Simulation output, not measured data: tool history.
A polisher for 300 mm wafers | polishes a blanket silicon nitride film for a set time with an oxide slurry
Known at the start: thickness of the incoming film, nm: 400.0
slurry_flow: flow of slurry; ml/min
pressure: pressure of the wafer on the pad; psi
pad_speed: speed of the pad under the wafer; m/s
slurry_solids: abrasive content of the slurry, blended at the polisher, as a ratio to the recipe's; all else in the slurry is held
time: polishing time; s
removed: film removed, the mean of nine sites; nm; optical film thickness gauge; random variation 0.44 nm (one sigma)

{"run": 1, "hour": 0.0, "slurry_flow": 310, "pressure": 3.2, "pad_speed": 0.86, "slurry_solids": 1, "time": 119, "removed": 55.934}
{"run": 2, "hour": 2.9, "slurry_flow": 310, "pressure": 3.2, "pad_speed": 0.86, "slurry_solids": 1, "time": 119, "removed": 56.003}
{"run": 3, "hour": 6.3, "slurry_flow": 310, "pressure": 3, "pad_speed": 0.86, "slurry_solids": 1, "time": 119, "removed": 53.063}
{"run": 4, "hour": 14.1, "slurry_flow": 310, "pressure": 3, "pad_speed": 0.86, "slurry_solids": 0.8, "time": 119, "removed": 46.403}
{"run": 5, "hour": 22.8, "slurry_flow": 310, "pressure": 2.9, "pad_speed": 0.86, "slurry_solids": 0.8, "time": 119, "removed": 44.776}
{"run": 6, "hour": 25.6, "slurry_flow": 310, "pressure": 2.9, "pad_speed": 1.04, "slurry_solids": 0.8, "time": 119, "removed": 53.521}
{"run": 7, "hour": 30.0, "slurry_flow": 310, "pressure": 2.8, "pad_speed": 1.04, "slurry_solids": 0.8, "time": 119, "removed": 50.661}
{"run": 8, "hour": 36.6, "slurry_flow": 310, "pressure": 2.7, "pad_speed": 1.04, "slurry_solids": 0.8, "time": 119, "removed": 47.76}
{"run": 9, "hour": 40.6, "slurry_flow": 310, "pressure": 2.7, "pad_speed": 1.04, "slurry_solids": 0.8, "time": 119, "removed": 48.753}
{"run": 10, "hour": 41.2, "slurry_flow": 310, "pressure": 2.6, "pad_speed": 1.04, "slurry_solids": 0.8, "time": 119, "removed": 47.259}

The next listed run, before its measurement:
{"run": 11, "hour": 46.0, "slurry_flow": 310, "pressure": 2.5, "pad_speed": 1.04, "slurry_solids": 0.8, "time": 119, "removed": "?"}

Run 11 gave removed 46.207 nm.

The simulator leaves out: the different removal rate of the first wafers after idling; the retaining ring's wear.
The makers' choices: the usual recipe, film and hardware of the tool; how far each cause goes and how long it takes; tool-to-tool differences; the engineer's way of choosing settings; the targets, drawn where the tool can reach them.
